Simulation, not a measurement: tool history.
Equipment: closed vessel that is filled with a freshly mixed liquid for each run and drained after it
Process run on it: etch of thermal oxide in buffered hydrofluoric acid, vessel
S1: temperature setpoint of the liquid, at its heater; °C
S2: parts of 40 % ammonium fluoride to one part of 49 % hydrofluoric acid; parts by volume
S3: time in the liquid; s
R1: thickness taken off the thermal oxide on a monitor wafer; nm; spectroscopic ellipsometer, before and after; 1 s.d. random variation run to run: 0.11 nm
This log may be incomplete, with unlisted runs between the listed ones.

{"run": 1, "hour": 0.0, "S1": 21, "S2": 9, "S3": 30, "R1": 29.267}
{"run": 2, "hour": 6.1, "S1": 21.5, "S2": 9, "S3": 30, "R1": 30.009}
{"run": 3, "hour": 14.6, "S1": 20, "S2": 9, "S3": 30, "R1": 27.618}
{"run": 4, "hour": 20.9, "S1": 20.5, "S2": 9, "S3": 30, "R1": 28.391}
{"run": 5, "hour": 25.7, "S1": 20.5, "S2": 9, "S3": 30, "R1": 28.612}
{"run": 6, "hour": 34.2, "S1": 22, "S2": 9, "S3": 30, "R1": 30.901}

Expected results for the next run?
{"run": 7, "hour": 38.0, "S1": 22.5, "S2": 9, "S3": 30, "R1": "?"}

{"run 7": {"R1": 31.606}}

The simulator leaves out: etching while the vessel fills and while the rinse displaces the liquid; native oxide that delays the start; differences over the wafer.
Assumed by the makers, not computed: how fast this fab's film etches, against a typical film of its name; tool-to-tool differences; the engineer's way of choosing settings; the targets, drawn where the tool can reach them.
